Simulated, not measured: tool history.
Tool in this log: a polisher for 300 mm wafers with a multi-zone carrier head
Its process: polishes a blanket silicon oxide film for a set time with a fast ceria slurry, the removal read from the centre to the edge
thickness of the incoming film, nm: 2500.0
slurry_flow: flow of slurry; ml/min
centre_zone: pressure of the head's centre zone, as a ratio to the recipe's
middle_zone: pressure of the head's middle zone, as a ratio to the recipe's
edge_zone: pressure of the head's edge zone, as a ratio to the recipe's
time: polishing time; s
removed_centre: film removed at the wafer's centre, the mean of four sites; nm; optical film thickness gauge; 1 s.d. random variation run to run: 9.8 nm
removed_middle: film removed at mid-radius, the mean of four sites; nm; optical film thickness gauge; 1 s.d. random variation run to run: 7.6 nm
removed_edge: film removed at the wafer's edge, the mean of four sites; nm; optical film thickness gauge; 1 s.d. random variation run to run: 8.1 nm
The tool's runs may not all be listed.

| run | hour | slurry_flow | centre_zone | middle_zone | edge_zone | time | removed_centre | removed_middle | removed_edge |
|---|---|---|---|---|---|---|---|---|---|
| 1 | 0 | 150 | 1 | 1 | 1 | 42 | 807.24 | 802.46 | 798.04 |
| 2 | 6 | 150 | 1 | 1.06 | 1 | 42 | 804.03 | 818.49 | 805.52 |
| 3 | 13.5 | 150 | 0.94 | 1.06 | 1 | 42 | 756.39 | 811.17 | 806.16 |
| 4 | 20.1 | 170 | 0.94 | 1.06 | 1 | 42 | 810.47 | 864.62 | 832.92 |
| 5 | 20.8 | 170 | 0.94 | 1.01 | 1 | 42 | 789.35 | 806.98 | 842.62 |
| 6 | 24.6 | 160 | 0.97 | 1 | 0.97 | 41 | 776.6 | 786.74 | 786.75 |
| 7 | 32 | 150 | 1 | 0.99 | 0.94 | 40 | 771.5 | 757.15 | 745.79 |
| 8 | 39.8 | 125 | 1.08 | 0.96 | 0.84 | 36 | 701.81 | 630.56 | 618.52 |

Forecast run 9:
| 9 | 45.1 | 130 | 1.08 | 0.97 | 0.84 | 36 | ? | ? | ? |

{"run 9": {"removed_centre": 720.71, "removed_middle": 636.21, "removed_edge": 629.83}}
